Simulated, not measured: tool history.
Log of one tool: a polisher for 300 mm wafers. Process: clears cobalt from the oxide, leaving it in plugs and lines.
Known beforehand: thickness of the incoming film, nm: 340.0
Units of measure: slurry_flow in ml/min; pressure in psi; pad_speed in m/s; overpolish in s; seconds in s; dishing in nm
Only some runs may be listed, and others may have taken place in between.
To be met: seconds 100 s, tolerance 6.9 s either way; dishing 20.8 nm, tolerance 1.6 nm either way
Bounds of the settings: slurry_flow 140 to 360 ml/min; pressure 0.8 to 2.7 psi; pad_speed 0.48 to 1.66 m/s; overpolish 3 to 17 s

run,day,slurry_flow,pressure,pad_speed,overpolish,seconds,dishing
1,0,230,1.7,1.06,9,64.792,30.764
2,0.033,230,1.7,1.22,9,58.141,32.357
3,0.358,230,1.7,1.34,9,56.171,32.962
4,0.558,230,1.5,1.32,9,64.459,32.067
5,0.896,230,1.4,1.3,8,70.946,28.786
6,1.221,280,1.4,1.3,8,67.7,27.524
7,1.471,280,1.3,1.28,8,74.616,25.96
8,1.762,280,1.3,1.28,8,71.634,25.425
9,2.129,275,1.2,1.28,8,81.519,24.371
10,2.329,270,1.1,1.26,8,89.11,23.94
11,2.625,275,1,1.24,7,97.503,19.004

Which single option among these 4 for the next run brings every result within its allowed miss of target? Just one does.
A,2.921,245,1.2,0.98,6,?,?
B,2.921,310,1,1.12,7,?,?
C,2.921,275,1,1.24,8,?,?
D,2.921,265,1.2,1.22,5,?,?

move,seconds,dishing
A,95.101,16.442
B,100.98,17.788
C,94.709,20.856
D,80.803,16.167
A: lands further from the targets than the last run did
B: lands further from the targets than the last run did
C: all results in spec
D: lands further from the targets than the last run did
Correct choice: C, which meets every target
